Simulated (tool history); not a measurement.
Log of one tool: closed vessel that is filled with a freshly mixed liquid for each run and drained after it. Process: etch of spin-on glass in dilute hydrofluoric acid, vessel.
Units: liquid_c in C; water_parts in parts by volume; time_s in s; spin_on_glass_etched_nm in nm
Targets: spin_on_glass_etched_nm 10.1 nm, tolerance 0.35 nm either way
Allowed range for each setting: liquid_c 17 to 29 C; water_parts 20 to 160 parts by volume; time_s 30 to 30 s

run 1 hour=0 | liquid_c=21 water_parts=90 time_s=30 | spin_on_glass_etched_nm=6.9858
run 2 hour=6.4 | liquid_c=21 water_parts=70 time_s=30 | spin_on_glass_etched_nm=9.3141
run 3 hour=13.8 | liquid_c=17.5 water_parts=70 time_s=30 | spin_on_glass_etched_nm=8.082
run 4 hour=21.2 | liquid_c=18.5 water_parts=70 time_s=30 | spin_on_glass_etched_nm=8.5124
run 5 hour=26.1 | liquid_c=17 water_parts=70 time_s=30 | spin_on_glass_etched_nm=7.8358
run 6 hour=30 | liquid_c=17 water_parts=70 time_s=30 | spin_on_glass_etched_nm=7.8511
run 7 hour=32.3 | liquid_c=18 water_parts=70 time_s=30 | spin_on_glass_etched_nm=8.2146
run 8 hour=38.4 | liquid_c=19 water_parts=70 time_s=30 | spin_on_glass_etched_nm=8.595
run 9 hour=44 | liquid_c=19.5 water_parts=70 time_s=30 | spin_on_glass_etched_nm=8.6244
run 10 hour=52.1 | liquid_c=20.5 water_parts=70 time_s=30 | spin_on_glass_etched_nm=9.2365
run 11 hour=54 | liquid_c=21 water_parts=70 time_s=30 | spin_on_glass_etched_nm=9.245
run 12 hour=56.6 | liquid_c=21.5 water_parts=70 time_s=30 | spin_on_glass_etched_nm=9.5102
run 13 hour=57.5 | liquid_c=22 water_parts=70 time_s=30 | spin_on_glass_etched_nm=9.6213

Which one of the following 4 next-run settings gets every result inside its allowed miss? There is exactly one.
run A hour=58.4 | liquid_c=22.5 water_parts=75 time_s=30 | spin_on_glass_etched_nm=?
run B hour=58.4 | liquid_c=21.5 water_parts=75 time_s=30 | spin_on_glass_etched_nm=?
run C hour=58.4 | liquid_c=20.5 water_parts=70 time_s=30 | spin_on_glass_etched_nm=?
run D hour=58.4 | liquid_c=19 water_parts=60 time_s=30 | spin_on_glass_etched_nm=?

move=A spin_on_glass_etched_nm=9.0872
move=B spin_on_glass_etched_nm=8.7217
move=C spin_on_glass_etched_nm=9.0187
move=D spin_on_glass_etched_nm=9.9939
A: further off than the last run
B: further off than the last run
C: further off than the last run
D: hits every target within its allowed miss
Answer: D

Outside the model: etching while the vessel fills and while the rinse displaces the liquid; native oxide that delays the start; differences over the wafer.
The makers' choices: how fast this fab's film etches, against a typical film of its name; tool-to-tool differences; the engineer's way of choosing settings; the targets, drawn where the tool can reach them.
